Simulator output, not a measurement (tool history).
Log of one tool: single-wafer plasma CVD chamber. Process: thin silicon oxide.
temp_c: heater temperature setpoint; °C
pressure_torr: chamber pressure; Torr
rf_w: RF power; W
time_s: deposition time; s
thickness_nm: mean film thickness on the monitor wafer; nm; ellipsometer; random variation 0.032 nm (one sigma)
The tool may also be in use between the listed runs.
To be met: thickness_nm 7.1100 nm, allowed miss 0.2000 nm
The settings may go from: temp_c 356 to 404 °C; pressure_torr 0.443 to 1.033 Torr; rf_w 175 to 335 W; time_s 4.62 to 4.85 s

{"run": 1, "hour": 0.0, "temp_c": 380, "pressure_torr": 0.738, "rf_w": 255, "time_s": 4.85, "thickness_nm": 8.4546}
{"run": 2, "hour": 0.9, "temp_c": 380, "pressure_torr": 0.705, "rf_w": 255, "time_s": 4.85, "thickness_nm": 8.1946}
{"run": 3, "hour": 8.3, "temp_c": 380, "pressure_torr": 0.705, "rf_w": 225, "time_s": 4.85, "thickness_nm": 7.9479}
{"run": 4, "hour": 13.0, "temp_c": 371, "pressure_torr": 0.705, "rf_w": 225, "time_s": 4.85, "thickness_nm": 7.9378}
{"run": 5, "hour": 15.8, "temp_c": 371, "pressure_torr": 0.705, "rf_w": 225, "time_s": 4.85, "thickness_nm": 8.0444}
{"run": 6, "hour": 23.1, "temp_c": 371, "pressure_torr": 0.68, "rf_w": 225, "time_s": 4.84, "thickness_nm": 7.835}
{"hour": 24.3, "done": "thermocouple changed; heater temperature recalibrated"}
{"run": 7, "hour": 24.3, "temp_c": 371, "pressure_torr": 0.657, "rf_w": 225, "time_s": 4.84, "thickness_nm": 7.569}
{"run": 8, "hour": 28.1, "temp_c": 371, "pressure_torr": 0.643, "rf_w": 225, "time_s": 4.84, "thickness_nm": 7.4202}
{"run": 9, "hour": 29.8, "temp_c": 371, "pressure_torr": 0.634, "rf_w": 225, "time_s": 4.84, "thickness_nm": 7.3921}

Which of these 4 next moves meets every target?
{"run": "A", "hour": 31.5, "temp_c": 376, "pressure_torr": 0.683, "rf_w": 240, "time_s": 4.65, "thickness_nm": "?"}
{"run": "B", "hour": 31.5, "temp_c": 367, "pressure_torr": 0.698, "rf_w": 235, "time_s": 4.62, "thickness_nm": "?"}
{"run": "C", "hour": 31.5, "temp_c": 372, "pressure_torr": 0.676, "rf_w": 205, "time_s": 4.62, "thickness_nm": "?"}
{"run": "D", "hour": 31.5, "temp_c": 375, "pressure_torr": 0.633, "rf_w": 245, "time_s": 4.85, "thickness_nm": "?"}

move=A thickness_nm=7.5488
move=B thickness_nm=7.6073
move=C thickness_nm=7.1413
move=D thickness_nm=7.5185
A: further off than the last run
B: further off than the last run
C: meets every target
D: further off than the last run
The right move is C.
